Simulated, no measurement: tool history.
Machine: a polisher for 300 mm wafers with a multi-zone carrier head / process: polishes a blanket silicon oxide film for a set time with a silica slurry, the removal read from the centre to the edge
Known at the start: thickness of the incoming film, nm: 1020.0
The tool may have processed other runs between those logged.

run	hour	flow of slurry (ml/min)	pressure of the head's centre zone	pressure of the head's middle zone	pressure of the head's edge zone	abrasive content of the slurry	polishing time (s)	film removed at the wafer's centre (Å)	film removed at mid-radius (Å)	film removed at the wafer's edge (Å)
1	0	230	1	1	1	1	32	965.45	967.21	991.19
2	3.7	230	1	1	1	1.2	32	1037.2	1044.7	1054.7
3	6.7	225	1	0.97	0.97	1.15	32	1017.7	1004.4	1042.1
4	14.6	225	1	0.97	0.97	1.05	32	997.76	976.04	991.42
5	22.1	225	1	0.97	0.97	1.05	29	885.47	881.18	900.24
6	30.4	225	1	0.97	0.97	0.85	29	793.55	795.03	813.93

What does the tool deliver on the next run?
7	39.1	235	1.02	0.97	0.98	0.85	29	?	?	?

{"run 7": {"film removed at the wafer's centre (Å)": 814.1, "film removed at mid-radius (Å)": 787.98, "film removed at the wafer's edge (Å)": 811.72}}

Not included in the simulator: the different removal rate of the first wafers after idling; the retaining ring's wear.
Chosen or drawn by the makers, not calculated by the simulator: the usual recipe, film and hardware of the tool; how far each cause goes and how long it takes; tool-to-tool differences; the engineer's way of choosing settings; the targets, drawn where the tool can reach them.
